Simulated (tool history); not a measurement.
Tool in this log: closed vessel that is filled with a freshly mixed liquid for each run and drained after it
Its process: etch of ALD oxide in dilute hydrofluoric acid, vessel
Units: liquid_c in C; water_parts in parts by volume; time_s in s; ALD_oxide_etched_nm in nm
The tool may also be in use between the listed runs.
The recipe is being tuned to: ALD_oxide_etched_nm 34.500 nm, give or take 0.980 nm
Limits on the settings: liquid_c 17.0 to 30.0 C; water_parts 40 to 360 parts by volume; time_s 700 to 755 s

{"run": 1, "hour": 0.0, "liquid_c": 22.0, "water_parts": 200, "time_s": 700, "ALD_oxide_etched_nm": 65.902}
{"run": 2, "hour": 1.5, "liquid_c": 24.0, "water_parts": 200, "time_s": 700, "ALD_oxide_etched_nm": 70.555}
{"run": 3, "hour": 5.1, "liquid_c": 24.0, "water_parts": 200, "time_s": 700, "ALD_oxide_etched_nm": 70.091}
{"run": 4, "hour": 9.8, "liquid_c": 22.0, "water_parts": 225, "time_s": 700, "ALD_oxide_etched_nm": 56.338}
{"run": 5, "hour": 16.4, "liquid_c": 20.5, "water_parts": 240, "time_s": 700, "ALD_oxide_etched_nm": 49.765}
{"run": 6, "hour": 24.3, "liquid_c": 18.5, "water_parts": 240, "time_s": 700, "ALD_oxide_etched_nm": 46.034}
{"run": 7, "hour": 28.6, "liquid_c": 18.0, "water_parts": 250, "time_s": 700, "ALD_oxide_etched_nm": 42.934}
{"run": 8, "hour": 33.8, "liquid_c": 18.0, "water_parts": 250, "time_s": 700, "ALD_oxide_etched_nm": 43.135}
{"run": 9, "hour": 36.7, "liquid_c": 17.5, "water_parts": 260, "time_s": 700, "ALD_oxide_etched_nm": 40.183}

Pick the move, out of 4, that brings all results within their allowed miss; only one does.
{"run": "A", "hour": 39.6, "liquid_c": 18.0, "water_parts": 290, "time_s": 735, "ALD_oxide_etched_nm": "?"}
{"run": "B", "hour": 39.6, "liquid_c": 19.0, "water_parts": 305, "time_s": 700, "ALD_oxide_etched_nm": "?"}
{"run": "C", "hour": 39.6, "liquid_c": 17.0, "water_parts": 320, "time_s": 730, "ALD_oxide_etched_nm": "?"}
{"run": "D", "hour": 39.6, "liquid_c": 17.0, "water_parts": 315, "time_s": 740, "ALD_oxide_etched_nm": "?"}

move=A ALD_oxide_etched_nm=37.730
move=B ALD_oxide_etched_nm=35.005
move=C ALD_oxide_etched_nm=31.893
move=D ALD_oxide_etched_nm=32.979
A: nearer the targets than the last run, but a result is still out of spec
B: every result lands within tolerance
C: carries the result that was furthest off beyond its target, to the other side
D: carries the result that was furthest off beyond its target, to the other side
So the answer is move B, the one that meets all the targets.
